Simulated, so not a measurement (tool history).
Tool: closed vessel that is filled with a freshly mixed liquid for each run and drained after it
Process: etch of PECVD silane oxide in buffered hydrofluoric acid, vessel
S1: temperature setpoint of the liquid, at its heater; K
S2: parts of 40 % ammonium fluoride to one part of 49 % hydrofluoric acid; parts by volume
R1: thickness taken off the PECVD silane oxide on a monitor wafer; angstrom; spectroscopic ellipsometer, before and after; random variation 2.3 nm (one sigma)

{"run": 1, "hour": 0.0, "S1": 297.15, "S2": 22.5, "time in the liquid (s)": 100, "R1": 1611.7}
{"run": 2, "hour": 5.2, "S1": 297.15, "S2": 29.0, "time in the liquid (s)": 100, "R1": 1353.3}
{"run": 3, "hour": 13.7, "S1": 297.15, "S2": 30.0, "time in the liquid (s)": 100, "R1": 1328.1}
{"run": 4, "hour": 16.3, "S1": 297.15, "S2": 30.0, "time in the liquid (s)": 110, "R1": 1456.8}
{"run": 5, "hour": 22.2, "S1": 297.15, "S2": 27.5, "time in the liquid (s)": 110, "R1": 1571.4}
{"run": 6, "hour": 26.8, "S1": 294.15, "S2": 27.5, "time in the liquid (s)": 110, "R1": 1313.8}

Forecast run 7:
{"run": 7, "hour": 33.0, "S1": 295.65, "S2": 27.5, "time in the liquid (s)": 110, "R1": "?"}

R1: 1425.4 angstrom
